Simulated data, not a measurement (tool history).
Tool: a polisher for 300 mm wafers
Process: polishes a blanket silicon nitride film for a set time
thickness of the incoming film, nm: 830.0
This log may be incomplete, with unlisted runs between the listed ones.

run	hour	flow of slurry (ml/min)	pressure of the wafer on the pad (kPa)	speed of the pad under the wafer (cm/s)	polishing time (s)	film removed (Å)
1	0	170	32.4	128	51	1340.9
2	8.2	170	31.7	128	51	1314.2
3	15.9	170	31.7	106	51	1156
4	16.6	170	31.7	118	51	1262.4
5	20.6	170	35.2	118	51	1360.4
6	27.4	170	28.3	118	51	1137.7
7	34	170	27.6	118	51	1123.9
8	35.1	170	26.9	118	51	1112.2

Estimate the outcome of run 9 from the log above:
9	40.9	170	26.2	118	51	?

Run 9 produced film removed (Å) 1075.2.
